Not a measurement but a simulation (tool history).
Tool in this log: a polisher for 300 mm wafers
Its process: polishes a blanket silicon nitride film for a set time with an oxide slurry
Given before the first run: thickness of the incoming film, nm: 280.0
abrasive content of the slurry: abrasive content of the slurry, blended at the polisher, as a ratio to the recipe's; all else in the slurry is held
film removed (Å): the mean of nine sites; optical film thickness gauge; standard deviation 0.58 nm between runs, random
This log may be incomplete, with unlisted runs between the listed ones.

run  hour  flow of slurry (ml/min)  pressure of the wafer on the pad (psi)  speed of the pad under the wafer (m/s)  abrasive content of the slurry  polishing time (s)  film removed (Å)
  1     0                      185                                     4.7                                    0.92                               1                  49            368.24
  2   2.9                      190                                     5.4                                    0.92                               1                  49            418.29
  3   9.7                      215                                     5.4                                    0.92                               1                  49            420.97
  4    17                      215                                     5.9                                    0.96                               1                  49            466.38
  5  18.9                      215                                     6.3                                    0.96                               1                  49            504.53
  6  21.1                      215                                     5.6                                    0.96                               1                  49            449.69
  7  28.1                      215                                     6.1                                       1                               1                  49            504.23

Predict the results of run 8:
  8  34.8                      215                                     6.4                                    1.02                               1                  49                 ?

film removed (Å): 530.25

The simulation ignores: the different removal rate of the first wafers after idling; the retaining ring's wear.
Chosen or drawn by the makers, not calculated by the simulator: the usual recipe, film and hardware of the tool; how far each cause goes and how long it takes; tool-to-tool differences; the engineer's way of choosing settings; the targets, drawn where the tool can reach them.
